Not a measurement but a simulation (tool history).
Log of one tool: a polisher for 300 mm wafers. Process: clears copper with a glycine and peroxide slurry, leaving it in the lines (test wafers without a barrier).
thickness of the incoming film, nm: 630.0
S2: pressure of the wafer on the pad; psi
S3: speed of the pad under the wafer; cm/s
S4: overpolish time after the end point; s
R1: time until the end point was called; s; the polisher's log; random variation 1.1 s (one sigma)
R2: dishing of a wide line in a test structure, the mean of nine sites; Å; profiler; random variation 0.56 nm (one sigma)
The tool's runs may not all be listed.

run 1 hour=0.0 | flow_of_slurry_(ml/min)=235 S2=2.7 S3=120 S4=26 | R1=113.10 R2=654.31
run 2 hour=1.9 | flow_of_slurry_(ml/min)=235 S2=2.7 S3=108 S4=26 | R1=122.05 R2=641.06
run 3 hour=3.9 | flow_of_slurry_(ml/min)=270 S2=2.7 S3=108 S4=26 | R1=125.83 R2=632.29
run 4 hour=5.6 | flow_of_slurry_(ml/min)=270 S2=2.7 S3=90 S4=26 | R1=143.79 R2=582.76
run 5 hour=9.7 | flow_of_slurry_(ml/min)=270 S2=2.7 S3=68 S4=26 | R1=171.59 R2=533.75
run 6 hour=15.4 | flow_of_slurry_(ml/min)=270 S2=2.3 S3=68 S4=26 | R1=182.95 R2=495.11
run 7 hour=20.2 | flow_of_slurry_(ml/min)=335 S2=1.6 S3=102 S4=13 | R1=155.37 R2=318.52
run 8 hour=24.0 | flow_of_slurry_(ml/min)=365 S2=2.3 S3=136 S4=8 | R1=109.44 R2=293.71
run 9 hour=26.9 | flow_of_slurry_(ml/min)=360 S2=2.7 S3=140 S4=9 | R1=97.91 R2=347.65

Forecast run 10:
run 10 hour=33.8 | flow_of_slurry_(ml/min)=360 S2=2.8 S3=146 S4=9 | R1=? R2=?

Run 10 gave R1 92.33 s, R2 358.59 Å.
